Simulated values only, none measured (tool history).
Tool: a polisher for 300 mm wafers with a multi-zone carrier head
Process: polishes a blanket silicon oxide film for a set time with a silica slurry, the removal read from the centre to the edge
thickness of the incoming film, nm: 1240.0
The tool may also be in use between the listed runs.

run	hour	flow of slurry (ml/min)	pressure of the head's centre zone	pressure of the head's middle zone	pressure of the head's edge zone	abrasive content of the slurry	polishing time (s)	film removed at the wafer's centre (Å)	film removed at mid-radius (Å)	film removed at the wafer's edge (Å)
1	0.0	280	1.00	1.00	1.00	1.00	85	2457.6	2430.3	2415.8
2	6.9	285	0.99	0.99	1.04	1.05	85	2448.3	2479.4	2511.1
3	12.0	285	0.99	0.97	1.07	1.10	85	2511.0	2480.4	2653.2
4	17.0	295	0.99	0.97	1.10	1.15	85	2583.5	2511.9	2692.2
5	21.4	295	0.91	0.97	1.10	1.15	85	2336.4	2562.3	2630.6
6	25.9	285	0.92	0.96	1.12	1.20	85	2400.2	2584.6	2708.7

Forecast run 7:
7	32.7	285	0.93	0.95	1.14	1.25	85	?	?	?

Run 7 gave film removed at the wafer's centre (Å) 2491.6, film removed at mid-radius (Å) 2576.3, film removed at the wafer's edge (Å) 2763.0.

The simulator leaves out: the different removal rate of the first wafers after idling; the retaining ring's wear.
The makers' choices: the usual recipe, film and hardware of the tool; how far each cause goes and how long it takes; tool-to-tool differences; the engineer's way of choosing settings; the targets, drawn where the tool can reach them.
